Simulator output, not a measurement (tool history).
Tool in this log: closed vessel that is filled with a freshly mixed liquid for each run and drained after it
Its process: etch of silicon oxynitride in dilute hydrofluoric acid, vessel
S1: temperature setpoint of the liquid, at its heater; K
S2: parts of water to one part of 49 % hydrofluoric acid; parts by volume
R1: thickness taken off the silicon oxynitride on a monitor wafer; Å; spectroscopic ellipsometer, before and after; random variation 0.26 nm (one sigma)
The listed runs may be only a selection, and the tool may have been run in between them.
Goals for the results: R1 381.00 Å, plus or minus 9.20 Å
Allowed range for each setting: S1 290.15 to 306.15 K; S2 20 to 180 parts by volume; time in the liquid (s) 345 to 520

{"run": 1, "hour": 0.0, "S1": 298.15, "S2": 100, "time in the liquid (s)": 520, "R1": 164.56}
{"run": 2, "hour": 6.7, "S1": 300.65, "S2": 100, "time in the liquid (s)": 520, "R1": 186.11}
{"run": 3, "hour": 10.5, "S1": 297.65, "S2": 100, "time in the liquid (s)": 520, "R1": 163.81}
{"run": 4, "hour": 12.9, "S1": 299.65, "S2": 90, "time in the liquid (s)": 520, "R1": 199.09}
{"run": 5, "hour": 15.1, "S1": 299.65, "S2": 90, "time in the liquid (s)": 520, "R1": 200.68}
{"run": 6, "hour": 23.8, "S1": 299.65, "S2": 90, "time in the liquid (s)": 520, "R1": 201.75}
{"run": 7, "hour": 32.0, "S1": 301.15, "S2": 85, "time in the liquid (s)": 520, "R1": 228.76}
{"run": 8, "hour": 34.8, "S1": 302.15, "S2": 80, "time in the liquid (s)": 520, "R1": 256.56}

Consider the 5 candidate settings below. Which is the only one whose results all fall within their allowed miss of target?
{"run": "A", "hour": 37.6, "S1": 303.65, "S2": 50, "time in the liquid (s)": 520, "R1": "?"}
{"run": "B", "hour": 37.6, "S1": 296.65, "S2": 35, "time in the liquid (s)": 520, "R1": "?"}
{"run": "C", "hour": 37.6, "S1": 302.65, "S2": 55, "time in the liquid (s)": 505, "R1": "?"}
{"run": "D", "hour": 37.6, "S1": 302.65, "S2": 100, "time in the liquid (s)": 345, "R1": "?"}
{"run": "E", "hour": 37.6, "S1": 301.15, "S2": 75, "time in the liquid (s)": 345, "R1": "?"}

move=A R1=451.58
move=B R1=467.36
move=C R1=378.62
move=D R1=135.88
move=E R1=173.40
A: pushes the last run's worst result past its target
B: pushes the last run's worst result past its target
C: in spec on every target
D: moves away from the targets compared with the last run
E: moves away from the targets compared with the last run
The right move is C.

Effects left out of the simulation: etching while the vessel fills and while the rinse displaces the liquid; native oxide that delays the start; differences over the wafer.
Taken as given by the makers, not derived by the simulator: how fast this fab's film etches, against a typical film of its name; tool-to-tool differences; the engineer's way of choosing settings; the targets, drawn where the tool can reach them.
